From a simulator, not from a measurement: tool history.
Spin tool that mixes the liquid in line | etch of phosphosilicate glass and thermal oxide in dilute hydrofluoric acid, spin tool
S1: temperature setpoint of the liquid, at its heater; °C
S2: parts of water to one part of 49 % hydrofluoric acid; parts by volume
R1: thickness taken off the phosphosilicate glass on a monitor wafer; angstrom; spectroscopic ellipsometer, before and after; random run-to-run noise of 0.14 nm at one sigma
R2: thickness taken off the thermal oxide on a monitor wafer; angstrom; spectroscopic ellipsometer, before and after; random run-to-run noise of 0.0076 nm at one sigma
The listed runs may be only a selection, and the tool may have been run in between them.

run 1 hour=0.0 | S1=26.0 S2=65 time_under_the_liquid_(s)=30 | R1=532.31 R2=24.458
run 2 hour=5.7 | S1=28.0 S2=65 time_under_the_liquid_(s)=30 | R1=584.43 R2=26.328
run 3 hour=6.5 | S1=26.5 S2=75 time_under_the_liquid_(s)=30 | R1=463.71 R2=21.258
run 4 hour=8.4 | S1=26.5 S2=95 time_under_the_liquid_(s)=30 | R1=350.73 R2=16.424
run 5 hour=9.5 | S1=25.0 S2=100 time_under_the_liquid_(s)=30 | R1=321.74 R2=14.297
run 6 hour=10.4 | S1=25.0 S2=85 time_under_the_liquid_(s)=30 | R1=381.13 R2=17.418
run 7 hour=16.9 | S1=23.5 S2=90 time_under_the_liquid_(s)=30 | R1=332.22 R2=15.199
run 8 hour=21.2 | S1=22.5 S2=95 time_under_the_liquid_(s)=30 | R1=304.79 R2=14.005
run 9 hour=23.7 | S1=21.5 S2=100 time_under_the_liquid_(s)=30 | R1=276.95 R2=12.696

Run 10, settings as shown, results not yet in. Your forecast:
run 10 hour=25.7 | S1=21.0 S2=105 time_under_the_liquid_(s)=30 | R1=? R2=?

{"run 10": {"R1": 255.27, "R2": 11.81}}

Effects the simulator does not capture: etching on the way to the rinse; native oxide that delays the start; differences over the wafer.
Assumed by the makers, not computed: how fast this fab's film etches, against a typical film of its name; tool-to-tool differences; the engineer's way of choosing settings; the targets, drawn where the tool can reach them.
